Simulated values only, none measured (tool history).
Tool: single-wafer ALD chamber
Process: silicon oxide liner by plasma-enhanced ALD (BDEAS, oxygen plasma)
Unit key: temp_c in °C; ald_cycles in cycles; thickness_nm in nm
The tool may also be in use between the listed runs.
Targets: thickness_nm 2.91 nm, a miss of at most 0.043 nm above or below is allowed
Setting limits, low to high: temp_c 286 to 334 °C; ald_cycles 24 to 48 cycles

run,hour,temp_c,ald_cycles,thickness_nm
1,0,310,36,3.2507
2,6.9,311,35,3.1649
3,7.4,311,37,3.365
4,16.4,311,36,3.2303
5,21.2,313,35,3.1551
6,23.3,313,30,2.7012
7,25.2,309,33,3.011
8,31,311,33,2.977
9,32.2,312,33,2.9728
10,40.9,313,33,2.9673
11,45.6,314,33,2.9579
12,54.2,314,33,2.9884

Exactly one of the 5 candidate moves below puts every result within its allowed miss. Which one?
A,62.8,314,34,?
B,62.8,322,34,?
C,62.8,325,33,?
D,62.8,314,31,?
E,62.8,313,34,?

move,thickness_nm
A,3.0571
B,3.0176
C,2.9144
D,2.7874
E,3.0621
A: further off than the last run
B: further off than the last run
C: all results in spec
D: the result that was furthest off in the last run now lies on the other side of its target
E: further off than the last run
Answer: C

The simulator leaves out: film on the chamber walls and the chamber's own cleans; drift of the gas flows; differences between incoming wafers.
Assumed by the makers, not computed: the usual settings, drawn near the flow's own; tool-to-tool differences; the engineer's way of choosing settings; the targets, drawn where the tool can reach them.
